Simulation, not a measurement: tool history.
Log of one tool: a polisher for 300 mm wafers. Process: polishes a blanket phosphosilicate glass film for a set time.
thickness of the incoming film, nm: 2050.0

| run | hour | flow of slurry (ml/min) | pressure of the wafer on the pad (psi) | speed of the pad under the wafer (m/s) | abrasive content of the slurry | polishing time (s) | film removed (Å) |
|---|---|---|---|---|---|---|---|
| 1 | 0 | 155 | 3 | 1.24 | 1 | 94 | 8934.2 |
| 2 | 4 | 155 | 3 | 1.24 | 0.9 | 94 | 8439.5 |
| 3 | 7.5 | 155 | 3 | 1.24 | 0.8 | 94 | 7862.8 |
| 4 | 8.5 | 135 | 3 | 1.24 | 0.8 | 94 | 7790.9 |
|  | 11.6 | worn pad replaced by a new one |
| 5 | 11.6 | 135 | 3.5 | 1.24 | 0.8 | 94 | 9597.8 |
| 6 | 13.6 | 135 | 3.6 | 1.24 | 0.8 | 94 | 9944 |

Run 7, settings as shown, results not yet in. Your forecast:
| 7 | 21.2 | 150 | 4.4 | 1.26 | 0.8 | 94 | ? |

{"run 7": {"film removed (Å)": 12477}}

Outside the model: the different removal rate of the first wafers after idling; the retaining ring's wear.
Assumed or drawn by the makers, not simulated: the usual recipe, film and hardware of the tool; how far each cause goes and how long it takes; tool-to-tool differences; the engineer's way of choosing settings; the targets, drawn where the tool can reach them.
